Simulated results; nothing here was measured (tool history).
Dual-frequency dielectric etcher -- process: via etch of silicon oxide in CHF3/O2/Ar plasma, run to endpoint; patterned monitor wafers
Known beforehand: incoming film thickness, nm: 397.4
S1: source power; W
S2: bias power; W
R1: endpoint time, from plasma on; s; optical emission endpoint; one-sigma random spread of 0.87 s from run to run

run,hour,S1,S2,R1
1,0.0,530,219,196.55
2,3.4,570,228,185.96
3,11.4,520,228,194.20
4,16.1,520,210,201.93
5,24.9,560,217,193.65
6,29.9,490,217,204.30
7,35.7,490,217,204.02
8,36.9,530,223,193.42

Forecast run 9:
9,41.8,560,227,?

R1: 187.05 s

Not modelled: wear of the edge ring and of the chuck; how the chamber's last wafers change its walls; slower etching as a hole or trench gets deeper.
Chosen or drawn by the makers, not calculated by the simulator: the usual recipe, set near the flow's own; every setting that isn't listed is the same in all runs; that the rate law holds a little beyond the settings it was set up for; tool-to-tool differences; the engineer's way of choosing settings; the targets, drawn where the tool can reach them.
